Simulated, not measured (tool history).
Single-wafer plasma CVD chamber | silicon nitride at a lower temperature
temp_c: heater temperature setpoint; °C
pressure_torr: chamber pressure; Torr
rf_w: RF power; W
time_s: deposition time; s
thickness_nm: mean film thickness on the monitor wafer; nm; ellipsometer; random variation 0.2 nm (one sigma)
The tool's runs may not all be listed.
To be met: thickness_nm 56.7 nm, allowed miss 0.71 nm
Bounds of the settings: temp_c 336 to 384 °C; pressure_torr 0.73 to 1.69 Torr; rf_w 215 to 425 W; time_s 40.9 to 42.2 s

run,day,temp_c,pressure_torr,rf_w,time_s,thickness_nm
1,0,360,1.21,320,40.9,48.605
2,0.192,360,1.06,320,40.9,46.895
3,0.275,350,1.06,320,40.9,47.245
4,0.321,350,0.98,320,40.9,46.013
5,0.462,350,1.17,325,40.9,48.754
6,0.596,359,1.17,325,40.9,48.464
7,0.796,359,1.31,330,40.9,50.536
8,1.096,359,1.41,335,40.9,51.774
9,1.271,359,1.48,340,40.9,52.38
10,1.512,359,1.52,350,40.9,53.641
11,1.575,359,1.56,355,40.9,54.6
12,1.883,359,1.59,360,40.9,55.036

5 next moves are on the table. One of them brings every result within its allowed miss. Which?
A,2.192,363,1.54,360,41.1,?
B,2.192,360,1.51,370,41,?
C,2.192,356,1.69,305,41.3,?
D,2.192,352,1.69,360,41.2,?
E,2.192,362,1.58,385,42.2,?

move,thickness_nm
A,54.494
B,54.851
C,52.115
D,56.216
E,58.133
A: further off than the last run
B: further off than the last run
C: further off than the last run
D: meets every target
E: takes the result that was furthest off past its target
The right move is D.

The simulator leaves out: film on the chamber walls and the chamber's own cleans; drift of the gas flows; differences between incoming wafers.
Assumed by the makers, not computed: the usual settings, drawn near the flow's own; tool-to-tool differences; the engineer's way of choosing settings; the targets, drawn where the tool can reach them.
